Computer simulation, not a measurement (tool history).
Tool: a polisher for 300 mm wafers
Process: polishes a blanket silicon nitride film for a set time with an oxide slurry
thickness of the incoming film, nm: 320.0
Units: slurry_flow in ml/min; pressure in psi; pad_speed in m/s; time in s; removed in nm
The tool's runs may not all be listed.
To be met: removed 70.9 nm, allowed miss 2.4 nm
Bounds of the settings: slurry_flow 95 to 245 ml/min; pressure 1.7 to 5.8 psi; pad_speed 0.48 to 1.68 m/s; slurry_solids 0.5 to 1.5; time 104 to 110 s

run	hour	slurry_flow	pressure	pad_speed	slurry_solids	time	removed
1	0	155	3.7	1.08	1	104	58.757
2	4.4	155	3.7	1.08	1	104	58.533
3	7.4	155	3.7	1.08	1.1	104	59.49
4	15.7	160	3.8	1.08	1.1	104	61.814
5	20.1	160	3.4	1.08	1.1	104	56.802
6	22.1	165	3.5	1.08	1.1	104	57.882
7	26.9	165	3.6	1.08	1.1	104	59.19
8	30.6	165	3.7	1.08	1.1	104	60.686
9	38.6	165	3.8	1.08	1.1	104	61.775
10	40.1	165	3.9	1.08	1.1	104	64.372

Which of these 5 next moves meets every target?
A	41.6	175	3.6	1.4	1.15	109	?
B	41.6	190	3.8	1.16	1.2	106	?
C	41.6	145	3.1	1.26	1.05	104	?
D	41.6	190	3.8	1.14	1.1	104	?
E	41.6	175	3.8	1.42	1.1	104	?

move	removed
A	78.138
B	70.31
C	56.716
D	66.233
E	78.206
A: takes the result that was furthest off past its target
B: meets every target
C: further off than the last run
D: nearer than the last run, and not there yet
E: takes the result that was furthest off past its target
Move B is the one to make.
